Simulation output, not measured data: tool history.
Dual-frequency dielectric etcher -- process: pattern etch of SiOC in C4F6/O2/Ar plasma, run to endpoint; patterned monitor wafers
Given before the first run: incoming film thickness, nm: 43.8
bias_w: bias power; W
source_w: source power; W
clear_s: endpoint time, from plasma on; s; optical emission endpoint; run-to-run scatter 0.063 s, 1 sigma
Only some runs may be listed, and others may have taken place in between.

run,hour,bias_w,source_w,clear_s
1,0.0,468,430,14.906
2,0.9,522,430,14.413
3,7.0,535,440,13.999
4,11.3,579,440,13.731
5,18.9,587,450,13.369
6,26.9,594,450,13.354
7,33.6,600,450,13.472
8,39.6,606,460,13.024
9,46.9,611,460,13.088

Estimate the outcome of run 10 from the log above:
10,48.8,615,460,?

For run 10 the tool returned clear_s 12.990 s.
